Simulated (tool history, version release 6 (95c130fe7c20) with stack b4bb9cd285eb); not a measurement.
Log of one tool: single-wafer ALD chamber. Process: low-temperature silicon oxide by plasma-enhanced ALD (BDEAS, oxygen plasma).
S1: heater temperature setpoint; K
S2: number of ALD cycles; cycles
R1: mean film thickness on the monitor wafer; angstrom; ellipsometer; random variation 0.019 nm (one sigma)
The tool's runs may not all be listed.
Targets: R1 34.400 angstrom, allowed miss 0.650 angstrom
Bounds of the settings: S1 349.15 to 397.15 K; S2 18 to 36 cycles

run	hour	S1	S2	R1
1	0.0	373.15	27	37.211
2	4.2	368.15	27	37.786
3	6.9	358.15	27	39.922
4	11.2	363.15	27	38.963
5	13.0	368.15	27	38.071
6	16.6	358.15	27	39.633
7	21.1	363.15	27	39.012
8	27.9	368.15	27	37.847
9	35.5	371.15	27	37.798
10	40.0	371.15	27	37.696
11	43.3	375.15	27	37.040
12	51.7	378.15	27	37.081
13	57.0	380.15	27	36.545
14	65.8	382.15	27	36.764
15	70.2	383.15	27	36.615
16	72.1	384.15	27	36.128
17	74.2	386.15	27	36.040
18	82.8	387.15	27	36.288
19	89.6	388.15	27	36.161
20	92.1	389.15	27	35.996
21	98.4	390.15	27	35.545

Which of these 5 next moves meets every target?
A	104.7	391.15	28	?
B	104.7	397.15	27	?
C	104.7	397.15	26	?
D	104.7	390.15	28	?
E	104.7	391.15	27	?

move	R1
A	37.065
B	35.295
C	33.988
D	37.142
E	35.741
A: further off than the last run
B: nearer than the last run, and not there yet
C: meets every target
D: further off than the last run
E: further off than the last run
Answer: C

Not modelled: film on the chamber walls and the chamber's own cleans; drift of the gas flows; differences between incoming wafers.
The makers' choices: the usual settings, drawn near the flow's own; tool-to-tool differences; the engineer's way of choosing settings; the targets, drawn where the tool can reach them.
